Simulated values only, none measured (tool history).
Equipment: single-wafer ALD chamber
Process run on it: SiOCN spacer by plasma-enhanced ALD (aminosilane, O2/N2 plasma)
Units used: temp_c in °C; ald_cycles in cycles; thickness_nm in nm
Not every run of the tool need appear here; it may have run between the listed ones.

Run 1, hour 0.0: temp_c 380 °C, ald_cycles 56 cycles. Result: thickness_nm 3.4472 nm.
Run 2, hour 6.9: temp_c 380 °C, ald_cycles 60 cycles. Result: thickness_nm 3.6741 nm.
Run 3, hour 11.8: temp_c 376 °C, ald_cycles 60 cycles. Result: thickness_nm 3.6815 nm.
Run 4, hour 19.0: temp_c 376 °C, ald_cycles 54 cycles. Result: thickness_nm 3.3147 nm.
Run 5, hour 25.4: temp_c 376 °C, ald_cycles 60 cycles. Result: thickness_nm 3.6861 nm.
Run 6, hour 33.8: temp_c 376 °C, ald_cycles 54 cycles. Result: thickness_nm 3.3378 nm.
Run 7, hour 35.9: temp_c 376 °C, ald_cycles 49 cycles. Result: thickness_nm 3.0273 nm.

Predict the results of run 8:
Run 8, hour 44.3: temp_c 376 °C, ald_cycles 40 cycles. Result: thickness_nm ?.

Run 8 came out at thickness_nm 2.4643 nm.
